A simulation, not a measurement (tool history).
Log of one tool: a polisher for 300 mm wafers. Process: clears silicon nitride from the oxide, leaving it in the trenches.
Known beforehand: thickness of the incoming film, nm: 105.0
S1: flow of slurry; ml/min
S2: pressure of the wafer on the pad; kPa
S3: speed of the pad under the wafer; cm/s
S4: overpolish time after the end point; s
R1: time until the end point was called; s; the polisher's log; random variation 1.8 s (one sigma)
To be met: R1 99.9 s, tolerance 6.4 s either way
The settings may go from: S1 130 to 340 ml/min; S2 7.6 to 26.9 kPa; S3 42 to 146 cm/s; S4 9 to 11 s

run	hour	S1	S2	S3	S4	R1
1	0	220	17.2	94	11	138.4
2	2.4	220	17.2	76	11	174.39
3	4.1	220	17.2	88	11	148.78
4	11.5	260	17.2	88	11	152.25
5	15.8	260	17.2	88	11	148.34
6	18.8	260	19.3	90	11	138.55
7	22.4	260	19.3	90	11	136.78
8	29.3	260	24.1	94	11	111.52
9	32.2	260	24.8	96	11	107.6

Below are 4 possible settings for the next run. Only one of them brings all results inside the allowed miss of their targets. Which is it?
A	35.1	230	22.1	88	9	?
B	35.1	245	25.5	88	11	?
C	35.1	250	26.9	96	11	?
D	35.1	220	23.4	94	11	?

move	R1
A	124.85
B	112.47
C	100.46
D	113.92
A: moves away from the targets compared with the last run
B: moves away from the targets compared with the last run
C: every result lands within tolerance
D: moves away from the targets compared with the last run
Go with C: it meets all targets.

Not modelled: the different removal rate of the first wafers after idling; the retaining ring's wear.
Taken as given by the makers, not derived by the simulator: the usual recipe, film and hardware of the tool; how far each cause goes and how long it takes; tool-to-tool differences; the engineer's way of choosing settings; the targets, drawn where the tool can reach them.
